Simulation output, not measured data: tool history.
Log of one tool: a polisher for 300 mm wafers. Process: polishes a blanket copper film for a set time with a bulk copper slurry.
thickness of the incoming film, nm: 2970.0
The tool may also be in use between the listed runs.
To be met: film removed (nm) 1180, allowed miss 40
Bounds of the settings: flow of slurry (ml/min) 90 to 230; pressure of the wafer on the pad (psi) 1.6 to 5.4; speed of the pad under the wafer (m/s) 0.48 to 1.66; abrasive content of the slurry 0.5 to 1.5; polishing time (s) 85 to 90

run  hour  flow of slurry (ml/min)  pressure of the wafer on the pad (psi)  speed of the pad under the wafer (m/s)  abrasive content of the slurry  polishing time (s)  film removed (nm)
  1     0                      150                                     3.5                                    1.06                               1                  85             832.54
  2     4                      150                                     3.5                                    1.06                               1                  90             857.81
  3   5.4                      150                                     3.5                                    1.06                               1                  85             837.87
  4   8.4                      150                                     3.9                                    1.06                               1                  85              931.1
  5  15.1                      150                                       4                                    1.06                               1                  85             944.94
  6  19.6                      150                                     4.5                                    1.06                               1                  85             1052.5
  7  27.9                      150                                     4.5                                    1.06                               1                  85             1058.7
  8  36.3                      160                                     4.7                                    1.06                               1                  85             1117.1

Which of these 5 next moves meets every target?
  A  44.7                      165                                     4.6                                    1.02                            0.95                  85                  ?
  B  44.7                      185                                     4.9                                    1.18                               1                  85                  ?
  C  44.7                      160                                     4.6                                    1.02                            0.95                  85                  ?
  D  44.7                      160                                       5                                     1.1                            0.85                  90                  ?
  E  44.7                      165                                       5                                    1.02                            1.05                  86                  ?

move  film removed (nm)
   A             1039.2
   B             1311.2
   C             1033.9
   D             1245.9
   E             1167.1
A: further off than the last run
B: takes the result that was furthest off past its target
C: further off than the last run
D: takes the result that was furthest off past its target
E: meets every target
The right move is E.
